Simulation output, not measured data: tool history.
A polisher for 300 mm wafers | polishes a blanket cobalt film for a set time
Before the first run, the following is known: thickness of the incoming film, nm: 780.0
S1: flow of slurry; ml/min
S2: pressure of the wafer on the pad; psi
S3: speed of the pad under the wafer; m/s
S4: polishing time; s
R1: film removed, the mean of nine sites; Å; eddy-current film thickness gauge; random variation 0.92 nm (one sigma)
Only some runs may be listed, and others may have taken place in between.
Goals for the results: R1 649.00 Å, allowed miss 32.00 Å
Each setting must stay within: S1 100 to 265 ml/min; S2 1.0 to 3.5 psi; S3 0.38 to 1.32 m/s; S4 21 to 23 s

run 1 hour=0.0 | S1=170 S2=2.2 S3=0.84 S4=23 | R1=878.37
run 2 hour=7.9 | S1=170 S2=2.2 S3=0.92 S4=23 | R1=965.73
run 3 hour=13.2 | S1=150 S2=2.2 S3=0.92 S4=23 | R1=942.13
run 4 hour=19.5 | S1=150 S2=2.1 S3=0.92 S4=23 | R1=919.17
run 5 hour=24.8 | S1=190 S2=2.1 S3=0.92 S4=23 | R1=929.30
run 6 hour=31.5 | S1=190 S2=2.1 S3=0.92 S4=23 | R1=957.61
run 7 hour=38.6 | S1=190 S2=2.0 S3=0.92 S4=23 | R1=936.47
run 8 hour=40.6 | S1=190 S2=1.9 S3=0.92 S4=23 | R1=900.36
run 9 hour=43.6 | S1=190 S2=1.8 S3=0.92 S4=23 | R1=880.36
run 10 hour=48.5 | S1=185 S2=1.2 S3=0.90 S4=23 | R1=699.56

Consider the 5 candidate settings below. Which is the only one whose results all fall within their allowed miss of target?
run A hour=53.4 | S1=150 S2=1.2 S3=1.02 S4=23 | R1=?
run B hour=53.4 | S1=150 S2=1.9 S3=0.78 S4=23 | R1=?
run C hour=53.4 | S1=175 S2=1.2 S3=0.86 S4=21 | R1=?
run D hour=53.4 | S1=230 S2=1.4 S3=0.84 S4=23 | R1=?
run E hour=53.4 | S1=180 S2=1.4 S3=0.82 S4=22 | R1=?

move=A R1=744.93
move=B R1=735.25
move=C R1=592.16
move=D R1=711.63
move=E R1=642.79
A: moves away from the targets compared with the last run
B: moves away from the targets compared with the last run
C: takes the result that was furthest off past its target
D: moves away from the targets compared with the last run
E: in spec on every target
So the answer is move E, the one that meets all the targets.
